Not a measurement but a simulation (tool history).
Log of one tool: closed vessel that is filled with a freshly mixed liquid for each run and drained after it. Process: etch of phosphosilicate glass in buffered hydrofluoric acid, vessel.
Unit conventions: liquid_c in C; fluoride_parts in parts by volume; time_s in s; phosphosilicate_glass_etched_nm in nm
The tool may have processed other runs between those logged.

run,hour,liquid_c,fluoride_parts,time_s,phosphosilicate_glass_etched_nm
1,0,23,17,105,308.95
2,4,23,17,105,306.4
3,4.6,23,12,105,435.95
4,9.2,23,12,110,450.47
5,15.3,23,12,110,453.98
6,17.5,26.5,12,110,549.49
7,20.1,25.5,12,110,524.84
8,28.6,24.5,12,110,487.3
9,33,24.5,12,110,489.33

Run 10 has not been measured yet. What should we expect?
10,36.6,24,12,110,?

phosphosilicate_glass_etched_nm: 475.36 nm
